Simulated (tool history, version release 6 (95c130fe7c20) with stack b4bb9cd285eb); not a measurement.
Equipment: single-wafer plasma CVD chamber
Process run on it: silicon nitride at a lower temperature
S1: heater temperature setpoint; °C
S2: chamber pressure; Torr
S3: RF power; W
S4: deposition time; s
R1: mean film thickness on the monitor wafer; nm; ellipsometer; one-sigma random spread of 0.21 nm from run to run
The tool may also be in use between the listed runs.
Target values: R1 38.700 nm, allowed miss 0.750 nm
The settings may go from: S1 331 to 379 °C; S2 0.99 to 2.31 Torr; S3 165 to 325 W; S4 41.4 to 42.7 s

run,hour,S1,S2,S3,S4,R1
1,0.0,355,1.65,245,41.4,46.067
2,1.5,355,1.85,245,41.4,46.463
3,9.3,355,1.83,240,41.4,46.348
4,17.5,364,1.83,240,41.4,46.366
5,23.1,364,1.83,240,42.7,47.726
6,24.9,364,1.63,240,42.7,46.440
7,28.1,364,1.59,235,42.7,45.474
8,33.3,364,1.55,230,42.7,44.898
9,37.4,364,1.52,225,42.7,44.359
10,41.1,364,1.49,220,42.7,43.129
11,49.7,364,1.46,220,42.7,43.121
12,52.7,364,1.43,220,42.7,42.409
# hour 53.9: thermocouple changed; heater temperature recalibrated
13,53.9,364,1.40,220,42.7,42.941

Next run, 5 choices. One meets every target within its allowed miss, the rest don't. Which?
A,55.1,366,1.40,205,41.8,?
B,55.1,369,1.69,170,41.4,?
C,55.1,360,1.01,225,41.4,?
D,55.1,353,1.63,195,42.7,?
E,55.1,359,1.40,210,41.4,?

move,R1
A,39.909
B,37.073
C,38.882
D,41.183
E,40.176
A: moves toward the targets from the last run without getting all of them in spec
B: takes the result that was furthest off past its target
C: in spec on every target
D: moves toward the targets from the last run without getting all of them in spec
E: moves toward the targets from the last run without getting all of them in spec
The move that meets every target is C.
